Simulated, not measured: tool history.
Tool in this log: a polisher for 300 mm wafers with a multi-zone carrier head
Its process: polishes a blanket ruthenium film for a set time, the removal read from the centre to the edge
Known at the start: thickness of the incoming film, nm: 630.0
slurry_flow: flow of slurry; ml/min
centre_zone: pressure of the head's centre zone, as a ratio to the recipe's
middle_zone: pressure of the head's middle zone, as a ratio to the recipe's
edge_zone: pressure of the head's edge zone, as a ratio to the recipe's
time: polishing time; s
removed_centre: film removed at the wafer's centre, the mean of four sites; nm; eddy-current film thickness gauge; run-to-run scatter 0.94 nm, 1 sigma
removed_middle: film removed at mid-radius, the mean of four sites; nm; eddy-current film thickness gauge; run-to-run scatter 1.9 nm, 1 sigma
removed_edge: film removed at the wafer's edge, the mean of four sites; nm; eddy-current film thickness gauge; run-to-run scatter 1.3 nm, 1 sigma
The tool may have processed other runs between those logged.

{"run": 1, "hour": 0.0, "slurry_flow": 135, "centre_zone": 1, "middle_zone": 1, "edge_zone": 1, "time": 63, "removed_centre": 111.42, "removed_middle": 109.06, "removed_edge": 109.58}
{"run": 2, "hour": 1.2, "slurry_flow": 135, "centre_zone": 1, "middle_zone": 1.06, "edge_zone": 1, "time": 63, "removed_centre": 111.96, "removed_middle": 118.27, "removed_edge": 110.15}
{"run": 3, "hour": 5.1, "slurry_flow": 145, "centre_zone": 0.97, "middle_zone": 1.07, "edge_zone": 1.05, "time": 64, "removed_centre": 111.16, "removed_middle": 121.02, "removed_edge": 116.38}
{"run": 4, "hour": 7.5, "slurry_flow": 145, "centre_zone": 1.02, "middle_zone": 1.07, "edge_zone": 1.05, "time": 64, "removed_centre": 116.6, "removed_middle": 116.9, "removed_edge": 116.01}
{"run": 5, "hour": 14.1, "slurry_flow": 150, "centre_zone": 0.99, "middle_zone": 1.09, "edge_zone": 1.08, "time": 65, "removed_centre": 115.67, "removed_middle": 124.31, "removed_edge": 121.06}
{"run": 6, "hour": 22.6, "slurry_flow": 150, "centre_zone": 0.99, "middle_zone": 1.09, "edge_zone": 1.08, "time": 80, "removed_centre": 140.93, "removed_middle": 155.46, "removed_edge": 145.76}
{"run": 7, "hour": 25.6, "slurry_flow": 150, "centre_zone": 0.99, "middle_zone": 1.09, "edge_zone": 1.08, "time": 80, "removed_centre": 143.77, "removed_middle": 155.71, "removed_edge": 146.41}
{"run": 8, "hour": 30.4, "slurry_flow": 135, "centre_zone": 0.96, "middle_zone": 1.07, "edge_zone": 1.08, "time": 79, "removed_centre": 133.57, "removed_middle": 148.38, "removed_edge": 145.36}
{"run": 9, "hour": 34.3, "slurry_flow": 135, "centre_zone": 0.96, "middle_zone": 1.07, "edge_zone": 1.08, "time": 79, "removed_centre": 135.32, "removed_middle": 144.27, "removed_edge": 145.3}

Expected results for the next run?
{"run": 10, "hour": 36.4, "slurry_flow": 130, "centre_zone": 0.93, "middle_zone": 1.08, "edge_zone": 1.06, "time": 78, "removed_centre": "?", "removed_middle": "?", "removed_edge": "?"}

removed_centre: 126.28 nm
removed_middle: 140.96 nm
removed_edge: 140.53 nm
